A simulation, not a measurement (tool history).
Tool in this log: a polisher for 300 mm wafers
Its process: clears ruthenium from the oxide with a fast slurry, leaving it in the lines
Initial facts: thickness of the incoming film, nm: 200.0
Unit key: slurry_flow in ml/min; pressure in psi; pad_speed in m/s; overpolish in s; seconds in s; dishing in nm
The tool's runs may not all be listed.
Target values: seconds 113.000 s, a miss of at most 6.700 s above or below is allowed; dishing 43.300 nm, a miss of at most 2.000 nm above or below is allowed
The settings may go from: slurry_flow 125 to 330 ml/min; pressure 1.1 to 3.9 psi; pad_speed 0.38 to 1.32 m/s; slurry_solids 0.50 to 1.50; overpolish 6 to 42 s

| run | hour | slurry_flow | pressure | pad_speed | slurry_solids | overpolish | seconds | dishing |
|---|---|---|---|---|---|---|---|---|
| 1 | 0.0 | 210 | 2.5 | 0.84 | 1.00 | 21 | 78.556 | 43.026 |
| 2 | 6.7 | 210 | 2.5 | 0.84 | 1.00 | 30 | 77.185 | 59.779 |
| 3 | 14.7 | 210 | 2.2 | 0.84 | 1.00 | 30 | 88.997 | 55.168 |
| 4 | 17.5 | 235 | 2.2 | 0.84 | 1.00 | 30 | 87.215 | 54.548 |
| 5 | 26.0 | 235 | 2.2 | 0.84 | 1.00 | 35 | 87.863 | 61.645 |
| 6 | 32.9 | 235 | 2.2 | 0.84 | 0.80 | 35 | 95.275 | 58.222 |
| 7 | 35.8 | 240 | 2.1 | 0.84 | 0.80 | 34 | 97.442 | 54.341 |
| 8 | 40.0 | 245 | 2.0 | 0.84 | 0.80 | 33 | 105.190 | 50.358 |
| 9 | 47.0 | 245 | 2.0 | 0.84 | 0.80 | 32 | 104.900 | 49.448 |
| 10 | 49.4 | 245 | 2.0 | 0.84 | 0.80 | 31 | 104.210 | 47.647 |
| 11 | 52.5 | 245 | 1.9 | 0.84 | 0.80 | 31 | 109.730 | 46.092 |

Next run, 4 choices. One meets every target within its allowed miss, the rest don't. Which?
| A | 55.6 | 240 | 1.6 | 1.00 | 0.85 | 30 | ? | ? |
| B | 55.6 | 245 | 1.8 | 0.88 | 0.75 | 33 | ? | ? |
| C | 55.6 | 280 | 1.9 | 0.92 | 0.70 | 32 | ? | ? |
| D | 55.6 | 215 | 2.4 | 0.74 | 0.60 | 26 | ? | ? |

| move | seconds | dishing |
|---|---|---|
| A | 110.890 | 43.931 |
| B | 113.200 | 46.971 |
| C | 105.900 | 48.499 |
| D | 106.820 | 39.925 |
A: each result inside its tolerance
B: further off than the last run
C: further off than the last run
D: carries the result that was furthest off beyond its target, to the other side
Correct choice: A, which meets every target
